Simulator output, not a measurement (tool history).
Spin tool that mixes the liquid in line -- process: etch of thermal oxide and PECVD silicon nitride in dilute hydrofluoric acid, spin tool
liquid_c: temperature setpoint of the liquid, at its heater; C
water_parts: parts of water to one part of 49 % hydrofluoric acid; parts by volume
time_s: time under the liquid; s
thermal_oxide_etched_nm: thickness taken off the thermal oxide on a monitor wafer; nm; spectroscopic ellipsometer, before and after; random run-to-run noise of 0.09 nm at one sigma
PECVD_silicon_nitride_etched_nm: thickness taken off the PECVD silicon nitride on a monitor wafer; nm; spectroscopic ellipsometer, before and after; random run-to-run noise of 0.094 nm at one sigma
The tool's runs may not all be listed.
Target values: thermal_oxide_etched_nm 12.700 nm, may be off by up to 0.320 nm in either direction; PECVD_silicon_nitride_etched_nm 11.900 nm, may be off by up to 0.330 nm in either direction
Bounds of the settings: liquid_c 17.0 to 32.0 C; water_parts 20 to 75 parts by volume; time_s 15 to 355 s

run,hour,liquid_c,water_parts,time_s,thermal_oxide_etched_nm,PECVD_silicon_nitride_etched_nm
1,0.0,24.0,45,180,20.692,22.915
2,4.2,24.0,45,240,28.176,30.448
3,7.4,24.0,55,240,22.099,24.486
4,12.3,22.5,55,240,21.199,22.289
5,20.6,21.5,60,240,18.301,18.972
6,28.0,23.5,60,240,19.999,22.083
7,33.6,22.5,60,240,18.977,20.306
# hour 42.2: thermometer replaced
8,42.2,21.5,60,240,17.099,16.658
9,44.4,21.0,65,240,15.301,14.879
10,46.6,20.5,70,240,13.814,13.749
11,51.2,17.5,70,240,12.097,10.854

Of the 5 settings listed for the next run, only one would bring every result within its allowed miss of target. Which one?
A,55.8,20.0,55,175,?,?
B,55.8,21.0,75,215,?,?
C,55.8,20.5,75,240,?,?
D,55.8,23.0,70,190,?,?
E,55.8,23.0,75,195,?,?

move,thermal_oxide_etched_nm,PECVD_silicon_nitride_etched_nm
A,12.877,12.052
B,11.813,11.719
C,12.916,12.642
D,12.218,12.689
E,11.631,12.170
A: every result lands within tolerance
B: gets the furthest-off result to its target, but another result is out of tolerance
C: takes the biggest miss from the last run beyond its target
D: takes the biggest miss from the last run beyond its target
E: gets the furthest-off result to its target, but another result is out of tolerance
The right move is A.
